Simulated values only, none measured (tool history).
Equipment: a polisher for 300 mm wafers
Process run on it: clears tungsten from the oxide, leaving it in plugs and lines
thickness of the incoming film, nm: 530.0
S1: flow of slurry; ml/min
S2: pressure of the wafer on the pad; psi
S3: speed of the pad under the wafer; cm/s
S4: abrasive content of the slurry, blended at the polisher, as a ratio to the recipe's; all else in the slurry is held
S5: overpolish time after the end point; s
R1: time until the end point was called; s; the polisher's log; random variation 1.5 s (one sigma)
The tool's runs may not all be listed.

{"run": 1, "hour": 0.0, "S1": 125, "S2": 4.5, "S3": 110, "S4": 1.0, "S5": 11, "R1": 82.723}
{"run": 2, "hour": 2.0, "S1": 125, "S2": 4.5, "S3": 110, "S4": 1.0, "S5": 9, "R1": 84.496}
{"run": 3, "hour": 6.9, "S1": 155, "S2": 4.5, "S3": 110, "S4": 1.0, "S5": 9, "R1": 78.478}
{"run": 4, "hour": 9.3, "S1": 155, "S2": 3.9, "S3": 110, "S4": 1.0, "S5": 9, "R1": 91.221}
{"hour": 12.4, "done": "worn pad replaced by a new one"}
{"run": 5, "hour": 12.4, "S1": 150, "S2": 3.8, "S3": 110, "S4": 1.0, "S5": 9, "R1": 85.406}
{"run": 6, "hour": 16.3, "S1": 150, "S2": 3.8, "S3": 110, "S4": 1.0, "S5": 9, "R1": 85.908}
{"run": 7, "hour": 17.6, "S1": 150, "S2": 3.5, "S3": 108, "S4": 1.0, "S5": 9, "R1": 94.566}
{"run": 8, "hour": 23.7, "S1": 145, "S2": 3.3, "S3": 108, "S4": 1.0, "S5": 9, "R1": 102.47}
{"run": 9, "hour": 31.4, "S1": 140, "S2": 3.3, "S3": 108, "S4": 1.0, "S5": 9, "R1": 100.73}

Estimate the outcome of run 10 from the log above:
{"run": 10, "hour": 37.8, "S1": 135, "S2": 3.2, "S3": 108, "S4": 1.0, "S5": 9, "R1": "?"}

{"run 10": {"R1": 104.77}}
